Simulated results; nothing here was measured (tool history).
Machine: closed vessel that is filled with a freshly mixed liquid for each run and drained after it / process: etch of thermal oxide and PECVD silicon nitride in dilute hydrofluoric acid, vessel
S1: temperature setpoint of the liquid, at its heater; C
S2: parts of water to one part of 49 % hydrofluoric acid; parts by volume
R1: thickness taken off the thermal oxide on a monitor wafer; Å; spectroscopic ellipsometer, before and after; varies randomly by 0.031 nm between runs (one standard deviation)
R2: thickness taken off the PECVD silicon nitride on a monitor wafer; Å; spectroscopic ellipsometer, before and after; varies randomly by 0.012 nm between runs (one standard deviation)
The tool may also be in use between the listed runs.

run 1 hour=0 | S1=23 S2=50 time_in_the_liquid_(s)=80 | R1=82.225 R2=46.232
run 2 hour=6.3 | S1=23 S2=65 time_in_the_liquid_(s)=80 | R1=60.642 R2=35.871
run 3 hour=13.4 | S1=23 S2=55 time_in_the_liquid_(s)=80 | R1=72.708 R2=42.632
run 4 hour=15.2 | S1=21.5 S2=60 time_in_the_liquid_(s)=80 | R1=61.73 R2=34.757
run 5 hour=24.4 | S1=21.5 S2=60 time_in_the_liquid_(s)=55 | R1=43.091 R2=24.137
run 6 hour=28.5 | S1=19.5 S2=60 time_in_the_liquid_(s)=55 | R1=40.024 R2=21.025
run 7 hour=37.6 | S1=19 S2=60 time_in_the_liquid_(s)=55 | R1=38.428 R2=20.538
run 8 hour=41 | S1=18.5 S2=60 time_in_the_liquid_(s)=55 | R1=37.15 R2=19.706

The next listed run, before its measurement:
run 9 hour=45.7 | S1=18 S2=60 time_in_the_liquid_(s)=55 | R1=? R2=?

R1: 36.835 Å
R2: 18.809 Å
